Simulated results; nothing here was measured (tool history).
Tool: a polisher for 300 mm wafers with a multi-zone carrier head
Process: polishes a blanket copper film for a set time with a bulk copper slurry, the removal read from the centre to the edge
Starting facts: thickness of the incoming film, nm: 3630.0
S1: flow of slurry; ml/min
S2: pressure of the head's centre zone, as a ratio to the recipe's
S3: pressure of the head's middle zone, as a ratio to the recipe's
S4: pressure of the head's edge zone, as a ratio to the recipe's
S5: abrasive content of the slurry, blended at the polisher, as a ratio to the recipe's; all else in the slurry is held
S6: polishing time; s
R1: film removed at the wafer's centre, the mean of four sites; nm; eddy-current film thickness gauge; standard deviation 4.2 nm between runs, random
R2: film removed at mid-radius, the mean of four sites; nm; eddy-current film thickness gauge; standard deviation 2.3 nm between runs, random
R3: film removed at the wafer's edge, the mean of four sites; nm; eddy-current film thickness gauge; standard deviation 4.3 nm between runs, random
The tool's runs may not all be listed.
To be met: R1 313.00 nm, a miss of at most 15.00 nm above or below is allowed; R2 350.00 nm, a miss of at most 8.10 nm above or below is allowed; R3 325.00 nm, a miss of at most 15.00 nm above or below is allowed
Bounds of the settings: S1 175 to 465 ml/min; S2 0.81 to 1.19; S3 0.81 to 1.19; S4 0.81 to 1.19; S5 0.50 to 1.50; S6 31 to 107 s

run 1 day=0.000 | S1=295 S2=1.00 S3=1.00 S4=1.00 S5=1.00 S6=69 | R1=455.45 R2=453.65 R3=449.59
run 2 day=0.354 | S1=295 S2=0.97 S3=1.00 S4=0.96 S5=0.90 S6=67 | R1=417.33 R2=423.13 R3=433.96
run 3 day=0.521 | S1=295 S2=0.98 S3=1.04 S4=0.95 S5=0.80 S6=63 | R1=390.60 R2=401.33 R3=379.01
run 4 day=0.742 | S1=295 S2=0.98 S3=1.04 S4=0.92 S5=0.80 S6=63 | R1=392.89 R2=400.28 R3=381.55
run 5 day=1.067 | S1=295 S2=0.98 S3=1.12 S4=0.92 S5=0.80 S6=63 | R1=394.45 R2=430.15 R3=377.03
run 6 day=1.233 | S1=295 S2=0.98 S3=1.12 S4=0.92 S5=0.80 S6=80 | R1=493.10 R2=545.15 R3=473.22
run 7 day=1.342 | S1=290 S2=0.96 S3=1.11 S4=0.91 S5=0.75 S6=75 | R1=448.57 R2=498.83 R3=434.86
run 8 day=1.696 | S1=285 S2=0.94 S3=1.09 S4=0.90 S5=0.70 S6=71 | R1=411.63 R2=456.26 R3=399.50
run 9 day=1.750 | S1=285 S2=0.94 S3=1.09 S4=0.90 S5=0.70 S6=71 | R1=398.81 R2=460.74 R3=407.95
run 10 day=1.954 | S1=280 S2=0.94 S3=1.07 S4=0.89 S5=0.65 S6=68 | R1=382.81 R2=425.62 R3=389.49
run 11 day=2.262 | S1=285 S2=0.94 S3=1.07 S4=0.89 S5=0.60 S6=65 | R1=350.06 R2=401.02 R3=356.48
run 12 day=2.600 | S1=285 S2=0.94 S3=1.06 S4=0.89 S5=0.60 S6=64 | R1=349.93 R2=385.19 R3=358.91

Below are 5 possible settings for the next run. Only one of them brings all results inside the allowed miss of their targets. Which is it?
run A day=2.938 | S1=290 S2=0.92 S3=1.00 S4=0.91 S5=0.60 S6=63 | R1=? R2=? R3=?
run B day=2.938 | S1=230 S2=0.81 S3=1.10 S4=1.01 S5=0.95 S6=63 | R1=? R2=? R3=?
run C day=2.938 | S1=315 S2=0.90 S3=1.03 S4=0.89 S5=0.70 S6=56 | R1=? R2=? R3=?
run D day=2.938 | S1=255 S2=0.97 S3=0.99 S4=0.93 S5=0.70 S6=62 | R1=? R2=? R3=?
run E day=2.938 | S1=320 S2=0.95 S3=0.93 S4=0.88 S5=0.50 S6=66 | R1=? R2=? R3=?

move=A R1=348.39 R2=367.59 R3=346.38
move=B R1=333.25 R2=434.35 R3=397.30
move=C R1=315.73 R2=348.96 R3=316.87
move=D R1=370.23 R2=367.53 R3=353.76
move=E R1=364.68 R2=350.37 R3=345.40
A: better than the last run, though not everything is in spec
B: its largest miss is bigger than the last run's
C: every result lands within tolerance
D: better than the last run, though not everything is in spec
E: brings the last run's worst result on target, with another outside its allowed miss
The right move is C.
